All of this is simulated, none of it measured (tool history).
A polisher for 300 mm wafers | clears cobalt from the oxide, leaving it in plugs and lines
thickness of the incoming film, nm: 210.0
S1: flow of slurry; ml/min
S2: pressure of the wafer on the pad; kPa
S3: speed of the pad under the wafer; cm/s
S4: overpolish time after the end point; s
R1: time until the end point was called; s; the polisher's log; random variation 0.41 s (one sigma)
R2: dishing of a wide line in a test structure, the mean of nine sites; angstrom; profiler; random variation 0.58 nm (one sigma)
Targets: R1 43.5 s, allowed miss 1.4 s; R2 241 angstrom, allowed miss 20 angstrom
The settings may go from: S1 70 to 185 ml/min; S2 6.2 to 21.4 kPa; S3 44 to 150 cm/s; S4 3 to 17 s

run    day   S1    S2  S3  S4      R1      R2
  1      0  120  13.8  96   9  50.846  253.94
  2  0.033  130  14.5  96   8  47.751  248.96
  3  0.108  135  14.5  96   8  47.557  249.45
  4  0.388  140  14.5  96   8  47.542  250.92
  5  0.688  140  14.5  96   5  46.741  171.18
  6  0.829  140  14.5  96   6  46.791  193.26
  7   1.15  145  14.5  96   6  46.832  208.86
  8  1.283  150  14.5  96   6   46.42  202.22
  9  1.654  155  14.5  96   6   46.12  207.51
 10  1.879  160  14.5  96   6  46.448  203.08

Which of these 5 next moves meets every target?
  A  2.104  150  14.5  106   7   ?   ?
  B  2.104  170  15.9   98   8   ?   ?
  C  2.104  175  15.9  100   9   ?   ?
  D  2.104  155  12.4  112  11   ?   ?
  E  2.104  160  15.2   78   9   ?   ?

move      R1      R2
   A  43.551  241.57
   B  41.692  273.73
   C  40.923  299.64
   D   48.27  306.76
   E  51.821  255.62
A: meets every target
B: takes the result that was furthest off past its target
C: takes the result that was furthest off past its target
D: further off than the last run
E: further off than the last run
Move A is the one to make.
